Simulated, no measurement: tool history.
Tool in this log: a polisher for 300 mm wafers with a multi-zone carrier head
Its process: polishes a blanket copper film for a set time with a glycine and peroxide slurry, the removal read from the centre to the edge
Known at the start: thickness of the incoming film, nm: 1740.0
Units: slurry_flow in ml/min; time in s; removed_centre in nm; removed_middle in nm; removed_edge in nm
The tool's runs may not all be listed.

Run 1, hour 0: slurry_flow 265 ml/min, centre_zone 1, middle_zone 1, edge_zone 1, time 62 s. Result: removed_centre 444.07 nm, removed_middle 433.29 nm, removed_edge 456.14 nm.
Run 2, hour 5.5: slurry_flow 235 ml/min, centre_zone 1, middle_zone 1, edge_zone 1, time 62 s. Result: removed_centre 444.63 nm, removed_middle 431.24 nm, removed_edge 453.55 nm.
Run 3, hour 6.6: slurry_flow 235 ml/min, centre_zone 0.97, middle_zone 1, edge_zone 1, time 62 s. Result: removed_centre 421.05 nm, removed_middle 424.02 nm, removed_edge 440.1 nm.
Run 4, hour 14.6: slurry_flow 265 ml/min, centre_zone 0.97, middle_zone 1, edge_zone 1, time 62 s. Result: removed_centre 439.12 nm, removed_middle 441.42 nm, removed_edge 452.16 nm.
Run 5, hour 17.2: slurry_flow 265 ml/min, centre_zone 1.04, middle_zone 1, edge_zone 1, time 62 s. Result: removed_centre 461.82 nm, removed_middle 430.06 nm, removed_edge 453.68 nm.
Run 6, hour 20.1: slurry_flow 265 ml/min, centre_zone 1.04, middle_zone 1, edge_zone 1.08, time 62 s. Result: removed_centre 465.75 nm, removed_middle 434.85 nm, removed_edge 471.48 nm.
Run 7, hour 26.4: slurry_flow 260 ml/min, centre_zone 1.02, middle_zone 0.98, edge_zone 1.07, time 61 s. Result: removed_centre 444.02 nm, removed_middle 426.54 nm, removed_edge 457.28 nm.
Run 8, hour 33.6: slurry_flow 250 ml/min, centre_zone 1.01, middle_zone 0.96, edge_zone 1.07, time 60 s. Result: removed_centre 428.54 nm, removed_middle 404.58 nm, removed_edge 448.57 nm.

Estimate the outcome of run 9 from the log above:
Run 9, hour 39.6: slurry_flow 245 ml/min, centre_zone 1, middle_zone 0.95, edge_zone 1.05, time 60 s. Result: removed_centre ?, removed_middle ?, removed_edge ?.

{"run 9": {"removed_centre": 426.76, "removed_middle": 403.26, "removed_edge": 443.38}}
